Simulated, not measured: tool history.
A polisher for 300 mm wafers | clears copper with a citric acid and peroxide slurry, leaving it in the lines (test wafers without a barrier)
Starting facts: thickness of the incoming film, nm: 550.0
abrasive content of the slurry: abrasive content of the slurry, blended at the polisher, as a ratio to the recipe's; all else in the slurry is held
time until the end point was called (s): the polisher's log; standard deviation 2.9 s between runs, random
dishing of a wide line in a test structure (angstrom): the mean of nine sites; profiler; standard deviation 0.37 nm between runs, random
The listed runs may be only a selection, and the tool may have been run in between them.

| run | day | flow of slurry (ml/min) | pressure of the wafer on the pad (kPa) | speed of the pad under the wafer (cm/s) | abrasive content of the slurry | overpolish time after the end point (s) | time until the end point was called (s) | dishing of a wide line in a test structure (angstrom) |
|---|---|---|---|---|---|---|---|---|
| 1 | 0.000 | 300 | 28.3 | 120 | 1.0 | 29 | 144.20 | 299.25 |
| 2 | 0.188 | 300 | 28.3 | 120 | 1.0 | 21 | 145.31 | 266.37 |
| 3 | 0.554 | 300 | 28.3 | 98 | 1.0 | 21 | 174.30 | 261.43 |
| 4 | 0.842 | 300 | 26.9 | 98 | 1.0 | 23 | 184.15 | 250.15 |
| 5 | 0.992 | 300 | 22.1 | 98 | 1.0 | 23 | 222.58 | 237.52 |
| 6 | 1.083 | 355 | 22.1 | 98 | 1.0 | 23 | 218.19 | 233.19 |

Run 7, settings as shown, results not yet in. Your forecast:
| 7 | 1.146 | 350 | 21.4 | 98 | 1.0 | 26 | ? | ? |

{"run 7": {"time until the end point was called (s)": 229.48, "dishing of a wide line in a test structure (angstrom)": 250.73}}

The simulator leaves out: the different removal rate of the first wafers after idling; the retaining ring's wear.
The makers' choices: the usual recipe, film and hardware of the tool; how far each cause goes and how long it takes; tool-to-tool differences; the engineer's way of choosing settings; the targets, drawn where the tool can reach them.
